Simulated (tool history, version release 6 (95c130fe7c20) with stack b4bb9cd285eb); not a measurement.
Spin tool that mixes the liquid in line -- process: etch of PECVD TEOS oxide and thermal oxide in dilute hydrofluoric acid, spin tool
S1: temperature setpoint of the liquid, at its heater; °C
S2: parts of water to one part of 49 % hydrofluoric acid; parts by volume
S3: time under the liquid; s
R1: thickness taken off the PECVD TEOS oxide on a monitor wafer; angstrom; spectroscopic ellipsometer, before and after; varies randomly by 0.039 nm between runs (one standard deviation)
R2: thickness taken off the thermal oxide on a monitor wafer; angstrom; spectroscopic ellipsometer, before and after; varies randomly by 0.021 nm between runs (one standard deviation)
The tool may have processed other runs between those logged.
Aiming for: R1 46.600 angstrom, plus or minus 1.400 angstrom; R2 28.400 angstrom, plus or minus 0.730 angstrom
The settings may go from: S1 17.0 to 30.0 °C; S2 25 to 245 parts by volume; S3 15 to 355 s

run	hour	S1	S2	S3	R1	R2
1	0.0	22.0	135	180	94.289	57.355
2	1.3	21.5	145	180	84.004	52.007
3	1.9	19.0	145	180	76.069	47.357
4	8.0	19.0	115	180	99.805	61.097
5	9.5	19.0	125	180	89.894	55.924
6	14.6	19.0	135	180	83.504	51.226
7	21.0	18.5	145	180	76.636	46.204
8	26.2	18.5	155	180	68.536	42.150
9	27.8	18.5	155	180	69.186	42.370
10	36.5	18.5	155	180	68.841	42.262
11	37.6	17.0	200	180	49.081	29.295

Below are 4 possible settings for the next run. Only one of them brings all results inside the allowed miss of their targets. Which is it?
A	38.7	18.0	240	205	?	?
B	38.7	17.0	215	205	?	?
C	38.7	18.0	215	195	?	?
D	38.7	22.0	40	25	?	?

move	R1	R2
A	46.023	28.233
B	50.530	30.998
C	49.994	30.669
D	48.955	30.032
A: in spec on every target
B: its largest miss is bigger than the last run's
C: its largest miss is bigger than the last run's
D: its largest miss is bigger than the last run's
Answer: A

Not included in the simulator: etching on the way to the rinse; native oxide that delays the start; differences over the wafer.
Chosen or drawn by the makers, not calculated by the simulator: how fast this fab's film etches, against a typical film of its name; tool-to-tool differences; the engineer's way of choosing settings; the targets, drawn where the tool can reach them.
